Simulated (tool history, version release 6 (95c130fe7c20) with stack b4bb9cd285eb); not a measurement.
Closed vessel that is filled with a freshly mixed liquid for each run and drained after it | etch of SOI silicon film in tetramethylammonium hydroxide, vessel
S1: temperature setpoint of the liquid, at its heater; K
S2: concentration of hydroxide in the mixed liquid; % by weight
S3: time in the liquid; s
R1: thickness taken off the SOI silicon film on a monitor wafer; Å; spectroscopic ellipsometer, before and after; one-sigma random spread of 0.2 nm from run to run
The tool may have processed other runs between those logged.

run,hour,S1,S2,S3,R1
1,0,338.15,16.5,30,1400.6
2,7,338.15,16.5,30,1400.6
3,13.7,335.15,16.5,30,1173.9
4,16.9,332.65,16.5,30,1006.7
# hour 21.2: thermometer replaced
5,21.2,332.65,16.5,30,892.71
6,23.1,332.65,13,30,992.38
7,24.8,331.15,13,30,894.04

Run 8 is up next; what results do you expect?
8,33.4,325.15,13,30,?

R1: 615.46 Å
